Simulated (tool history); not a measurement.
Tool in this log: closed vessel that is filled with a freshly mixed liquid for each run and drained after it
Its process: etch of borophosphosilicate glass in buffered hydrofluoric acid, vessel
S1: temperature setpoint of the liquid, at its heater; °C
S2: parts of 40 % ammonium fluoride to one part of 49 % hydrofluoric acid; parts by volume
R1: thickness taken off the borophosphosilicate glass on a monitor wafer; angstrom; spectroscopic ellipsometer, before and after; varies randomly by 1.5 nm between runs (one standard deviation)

Run 1, hour 0.0: S1 24.0 °C, S2 21.5 parts by volume, time in the liquid (s) 90. Result: R1 869.49 angstrom.
Run 2, hour 2.5: S1 24.0 °C, S2 21.5 parts by volume, time in the liquid (s) 90. Result: R1 869.64 angstrom.
Run 3, hour 5.1: S1 26.5 °C, S2 19.5 parts by volume, time in the liquid (s) 90. Result: R1 1057.60 angstrom.
Run 4, hour 11.0: S1 26.5 °C, S2 19.5 parts by volume, time in the liquid (s) 100. Result: R1 1169.70 angstrom.
Run 5, hour 12.3: S1 28.0 °C, S2 18.5 parts by volume, time in the liquid (s) 100. Result: R1 1354.60 angstrom.
Run 6, hour 16.3: S1 29.0 °C, S2 18.5 parts by volume, time in the liquid (s) 100. Result: R1 1437.90 angstrom.

Run 7 has not been measured yet. What should we expect?
Run 7, hour 20.6: S1 29.5 °C, S2 18.5 parts by volume, time in the liquid (s) 100. Result: R1 ?.

{"run 7": {"R1": 1449.5}}

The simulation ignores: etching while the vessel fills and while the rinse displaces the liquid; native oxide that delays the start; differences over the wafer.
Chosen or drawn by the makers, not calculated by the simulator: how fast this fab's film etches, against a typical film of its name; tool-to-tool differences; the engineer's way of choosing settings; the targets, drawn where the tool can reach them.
